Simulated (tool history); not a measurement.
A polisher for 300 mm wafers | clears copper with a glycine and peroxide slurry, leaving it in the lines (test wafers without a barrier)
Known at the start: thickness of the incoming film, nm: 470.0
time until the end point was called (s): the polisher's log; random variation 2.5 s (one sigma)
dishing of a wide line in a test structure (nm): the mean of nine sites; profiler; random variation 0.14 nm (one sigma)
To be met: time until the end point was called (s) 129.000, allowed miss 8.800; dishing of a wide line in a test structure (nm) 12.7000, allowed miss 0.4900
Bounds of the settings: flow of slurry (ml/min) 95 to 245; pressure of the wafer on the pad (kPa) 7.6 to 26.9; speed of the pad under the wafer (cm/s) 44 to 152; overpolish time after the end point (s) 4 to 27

| run | hour | flow of slurry (ml/min) | pressure of the wafer on the pad (kPa) | speed of the pad under the wafer (cm/s) | overpolish time after the end point (s) | time until the end point was called (s) | dishing of a wide line in a test structure (nm) |
|---|---|---|---|---|---|---|---|
| 1 | 0.0 | 155 | 17.2 | 98 | 14 | 82.161 | 16.9420 |
| 2 | 4.7 | 155 | 13.8 | 98 | 14 | 94.916 | 16.5820 |
| 3 | 13.1 | 155 | 13.8 | 118 | 14 | 84.984 | 16.7270 |
| 4 | 20.7 | 145 | 13.1 | 116 | 12 | 95.888 | 16.1740 |
| 5 | 21.2 | 135 | 12.4 | 122 | 11 | 94.094 | 16.1200 |
| 6 | 29.0 | 135 | 12.4 | 104 | 11 | 102.080 | 15.6320 |
| 7 | 33.0 | 130 | 13.1 | 94 | 10 | 104.600 | 15.2330 |
| 8 | 34.9 | 125 | 13.1 | 86 | 9 | 112.060 | 14.9110 |
| 9 | 36.0 | 120 | 13.8 | 80 | 8 | 110.650 | 14.1300 |
| 10 | 40.1 | 95 | 14.5 | 52 | 4 | 138.470 | 8.2954 |
| 11 | 47.0 | 110 | 14.5 | 54 | 4 | 130.930 | 8.6158 |
| 12 | 48.7 | 115 | 13.8 | 60 | 4 | 136.240 | 8.7670 |

4 next moves are on the table. One of them brings every result within its allowed miss. Which?
| A | 50.4 | 125 | 13.8 | 64 | 7 | ? | ? |
| B | 50.4 | 95 | 14.5 | 76 | 10 | ? | ? |
| C | 50.4 | 95 | 12.4 | 78 | 12 | ? | ? |
| D | 50.4 | 95 | 10.3 | 78 | 11 | ? | ? |

| move | time until the end point was called (s) | dishing of a wide line in a test structure (nm) |
|---|---|---|
| A | 124.030 | 12.6100 |
| B | 114.130 | 15.0130 |
| C | 125.910 | 15.7160 |
| D | 142.920 | 14.8610 |
A: meets every target
B: takes the result that was furthest off past its target
C: takes the result that was furthest off past its target
D: takes the result that was furthest off past its target
The right move is A.
